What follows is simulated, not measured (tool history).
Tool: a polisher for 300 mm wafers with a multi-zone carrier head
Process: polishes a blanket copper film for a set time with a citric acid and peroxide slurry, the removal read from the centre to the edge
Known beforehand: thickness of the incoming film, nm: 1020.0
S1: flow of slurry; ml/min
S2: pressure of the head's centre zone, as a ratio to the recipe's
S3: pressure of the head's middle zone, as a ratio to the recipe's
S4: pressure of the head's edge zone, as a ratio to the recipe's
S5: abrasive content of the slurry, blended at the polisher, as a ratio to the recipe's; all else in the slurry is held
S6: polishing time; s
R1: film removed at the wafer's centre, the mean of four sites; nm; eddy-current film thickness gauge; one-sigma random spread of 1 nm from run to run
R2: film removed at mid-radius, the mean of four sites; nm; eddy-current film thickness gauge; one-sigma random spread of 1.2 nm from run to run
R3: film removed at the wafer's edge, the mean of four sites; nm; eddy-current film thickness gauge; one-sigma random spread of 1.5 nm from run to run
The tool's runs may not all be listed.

run  hour   S1    S2    S3    S4    S5  S6      R1      R2      R3
  1     0  245     1     1     1     1  62  124.45  125.42  123.37
  2   1.7  235  0.97  0.95  1.01  0.95  62  119.64  118.75  125.81
  3   4.6  235   0.9  0.95  1.01  0.95  62  108.86  121.15  126.26
  4  12.1  235   0.9  0.95  1.09  0.95  62  110.65  119.87  129.18
  5  19.6  210   0.9  0.95  1.09  0.95  62  108.89  117.19  131.56
  6  25.5  215  0.91  0.93  1.08  0.85  61  106.27  112.11  121.58
  7  27.2  205  0.91  0.91  1.09  0.85  61  107.78  109.03  121.73
  8  31.7  200   0.9   0.9   1.1  0.85  61  103.29  106.93  118.67
  9    38  190   0.9  0.89  1.11  0.85  61  103.06  106.23  120.29

Predict the results of run 10:
 10  45.3  185  0.9  0.88  1.12  0.85  61   ?   ?   ?

R1: 104.2 nm
R2: 104.83 nm
R3: 122.51 nm
